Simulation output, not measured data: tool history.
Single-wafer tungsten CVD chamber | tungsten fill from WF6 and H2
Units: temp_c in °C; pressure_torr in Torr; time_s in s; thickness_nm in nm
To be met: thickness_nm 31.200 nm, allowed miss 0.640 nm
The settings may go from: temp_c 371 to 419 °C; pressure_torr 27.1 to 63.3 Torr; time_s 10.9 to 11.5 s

run	hour	temp_c	pressure_torr	time_s	thickness_nm
1	0.0	395	45.2	11.5	38.031
2	3.0	392	45.1	11.5	36.366
3	11.2	388	45.1	11.5	34.045
4	16.6	398	45.1	11.5	40.631
5	19.4	394	44.9	11.5	36.947
# hour 23.4: capacitance manometer re-zeroed and calibrated
6	23.4	394	44.9	11.5	38.730
7	32.2	391	44.7	11.5	36.250
8	41.1	388	44.5	11.5	34.671
9	49.3	388	44.5	11.5	34.528
10	57.2	386	44.4	11.5	33.153
11	65.5	385	44.3	11.5	32.428
12	69.5	384	44.3	11.5	32.088

Which of these 5 next moves meets every target?
A	73.5	384	45.7	11.5	?
B	73.5	386	44.2	11.5	?
C	73.5	388	41.6	11.4	?
D	73.5	395	33.4	11.3	?
E	73.5	383	46.5	11.1	?

move	thickness_nm
A	32.306
B	32.983
C	32.923
D	33.096
E	30.863
A: further off than the last run
B: further off than the last run
C: further off than the last run
D: further off than the last run
E: meets every target
Move E is the one to make.
